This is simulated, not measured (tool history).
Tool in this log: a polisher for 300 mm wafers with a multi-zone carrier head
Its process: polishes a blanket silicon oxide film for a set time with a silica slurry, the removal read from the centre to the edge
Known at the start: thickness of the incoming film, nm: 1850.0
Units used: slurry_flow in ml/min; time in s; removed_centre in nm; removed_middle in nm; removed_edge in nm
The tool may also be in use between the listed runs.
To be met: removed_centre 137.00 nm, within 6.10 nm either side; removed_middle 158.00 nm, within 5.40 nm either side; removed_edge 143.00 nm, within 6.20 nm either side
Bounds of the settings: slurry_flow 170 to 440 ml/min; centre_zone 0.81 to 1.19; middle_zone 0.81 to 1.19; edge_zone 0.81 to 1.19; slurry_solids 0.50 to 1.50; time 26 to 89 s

run    day  slurry_flow  centre_zone  middle_zone  edge_zone  slurry_solids  time  removed_centre  removed_middle  removed_edge
  1  0.000          280         1.00         1.00       1.00           1.00    57          241.88          244.51        255.20
  2  0.288          280         0.99         1.01       0.98           0.90    54          215.43          225.42        230.96
  3  0.321          280         0.99         1.01       1.05           0.90    54          220.23          219.89        234.36
  4  0.404          285         0.99         1.03       1.03           0.85    51          204.13          208.11        214.80
  5  0.533          285         0.94         1.03       1.03           0.85    51          196.36          211.24        217.65
  6  0.854          285         0.94         1.03       1.03           0.70    51          178.01          192.82        204.86
  7  1.092          290         0.95         1.05       1.01           0.65    49          165.19          181.96        184.46
  8  1.283          290         0.96         1.06       0.99           0.60    48          157.84          171.65        172.17
     1.375  -- edge zone pressure recalibrated
  9  1.375          290         0.96         1.07       0.97           0.60    48          158.16          171.38        158.46
 10  1.479          260         0.86         1.03       0.91           0.50    48          130.63          152.49        143.72

5 next moves are on the table. One of them brings every result within its allowed miss. Which?
  A  1.583          270         0.86         1.04       0.89           0.70    38               ?               ?             ?
  B  1.583          265         0.93         0.99       0.93           0.50    47               ?               ?             ?
  C  1.583          280         0.90         0.97       0.98           0.50    49               ?               ?             ?
  D  1.583          245         0.89         1.05       0.84           0.50    49               ?               ?             ?
  E  1.583          195         0.84         1.05       0.95           0.65    42               ?               ?             ?

move  removed_centre  removed_middle  removed_edge
   A          118.67          144.49        132.15
   B          133.04          145.56        141.86
   C          135.87          150.13        152.37
   D          132.30          158.02        140.06
   E          118.10          148.60        140.54
A: the biggest miss grows against the last run
B: puts the biggest miss on target and leaves a different result outside tolerance
C: puts the biggest miss on target and leaves a different result outside tolerance
D: every result within its allowed miss
E: the biggest miss grows against the last run
The move that meets every target is D.

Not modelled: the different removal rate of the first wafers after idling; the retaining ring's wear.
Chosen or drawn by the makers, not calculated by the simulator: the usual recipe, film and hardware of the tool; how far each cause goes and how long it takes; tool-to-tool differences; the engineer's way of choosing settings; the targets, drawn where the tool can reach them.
